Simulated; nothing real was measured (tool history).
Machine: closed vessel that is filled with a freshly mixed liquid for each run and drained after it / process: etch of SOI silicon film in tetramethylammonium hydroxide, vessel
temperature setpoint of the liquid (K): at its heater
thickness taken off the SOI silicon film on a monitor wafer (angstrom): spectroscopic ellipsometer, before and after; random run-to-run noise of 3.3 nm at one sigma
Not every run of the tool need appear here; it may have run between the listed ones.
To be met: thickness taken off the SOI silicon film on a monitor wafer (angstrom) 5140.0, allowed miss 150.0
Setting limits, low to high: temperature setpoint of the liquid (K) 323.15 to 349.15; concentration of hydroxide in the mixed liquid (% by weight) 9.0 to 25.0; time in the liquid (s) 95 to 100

run  hour  temperature setpoint of the liquid (K)  concentration of hydroxide in the mixed liquid (% by weight)  time in the liquid (s)  thickness taken off the SOI silicon film on a monitor wafer (angstrom)
  1   0.0                                  336.15                                                          17.0                      95                                                                  3701.8
  2   4.6                                  333.65                                                          17.0                      95                                                                  3225.8
  3   9.0                                  335.15                                                          17.0                      95                                                                  3542.4
  4  13.1                                  336.15                                                          17.0                      95                                                                  3715.7
  5  19.9                                  336.15                                                          13.5                      95                                                                  4151.9
  6  28.4                                  336.15                                                          13.5                     100                                                                  4304.0
  7  35.2                                  336.65                                                          13.5                     100                                                                  4444.1
  8  41.3                                  337.15                                                          13.5                     100                                                                  4590.1
  9  42.1                                  337.65                                                          13.5                     100                                                                  4728.5
 10  45.4                                  338.15                                                          13.5                     100                                                                  4841.7

Of the 5 settings listed for the next run, only one would bring every result within its allowed miss of target. Which one?
  A  48.7                                  339.65                                                          17.0                      95                                                                       ?
  B  48.7                                  339.15                                                          14.0                     100                                                                       ?
  C  48.7                                  338.15                                                          15.5                     100                                                                       ?
  D  48.7                                  337.15                                                          14.0                     100                                                                       ?
  E  48.7                                  337.65                                                          12.5                      95                                                                       ?

move  thickness taken off the SOI silicon film on a monitor wafer (angstrom)
   A                                                                  4593.4
   B                                                                  5083.1
   C                                                                  4563.5
   D                                                                  4504.2
   E                                                                  4651.0
A: further off than the last run
B: meets every target
C: further off than the last run
D: further off than the last run
E: further off than the last run
So the answer is move B, the one that meets all the targets.
